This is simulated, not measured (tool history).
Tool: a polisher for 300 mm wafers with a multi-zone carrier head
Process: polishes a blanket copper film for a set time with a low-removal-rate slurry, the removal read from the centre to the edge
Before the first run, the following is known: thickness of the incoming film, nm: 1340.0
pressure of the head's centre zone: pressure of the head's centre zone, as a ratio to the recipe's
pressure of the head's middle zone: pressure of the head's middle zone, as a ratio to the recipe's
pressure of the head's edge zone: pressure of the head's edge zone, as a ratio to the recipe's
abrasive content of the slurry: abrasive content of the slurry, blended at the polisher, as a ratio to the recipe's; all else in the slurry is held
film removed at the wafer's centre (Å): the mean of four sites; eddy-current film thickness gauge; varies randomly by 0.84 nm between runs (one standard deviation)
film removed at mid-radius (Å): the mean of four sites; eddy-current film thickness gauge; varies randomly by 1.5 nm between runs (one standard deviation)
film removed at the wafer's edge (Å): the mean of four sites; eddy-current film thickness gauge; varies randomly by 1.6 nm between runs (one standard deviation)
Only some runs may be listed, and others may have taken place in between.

run	hour	flow of slurry (ml/min)	pressure of the head's centre zone	pressure of the head's middle zone	pressure of the head's edge zone	abrasive content of the slurry	polishing time (s)	film removed at the wafer's centre (Å)	film removed at mid-radius (Å)	film removed at the wafer's edge (Å)
1	0.0	235	1.00	1.00	1.00	1.00	61	1454.6	1387.9	1447.5
2	3.6	235	1.00	0.93	1.00	1.00	61	1448.1	1402.1	1492.6
3	5.6	290	1.00	0.93	1.00	1.00	61	1487.4	1403.3	1490.9
4	11.9	290	0.99	0.94	0.99	0.95	60	1418.6	1377.3	1435.8
5	14.7	290	0.99	0.94	0.99	0.90	59	1397.7	1327.4	1405.0
6	21.1	290	0.94	0.94	0.99	0.90	59	1328.2	1329.5	1405.2

Run 7 is up next; what results do you expect?
7	28.7	290	0.93	0.95	0.98	0.85	58	?	?	?

film removed at the wafer's centre (Å): 1291.3
film removed at mid-radius (Å): 1287.5
film removed at the wafer's edge (Å): 1368.4

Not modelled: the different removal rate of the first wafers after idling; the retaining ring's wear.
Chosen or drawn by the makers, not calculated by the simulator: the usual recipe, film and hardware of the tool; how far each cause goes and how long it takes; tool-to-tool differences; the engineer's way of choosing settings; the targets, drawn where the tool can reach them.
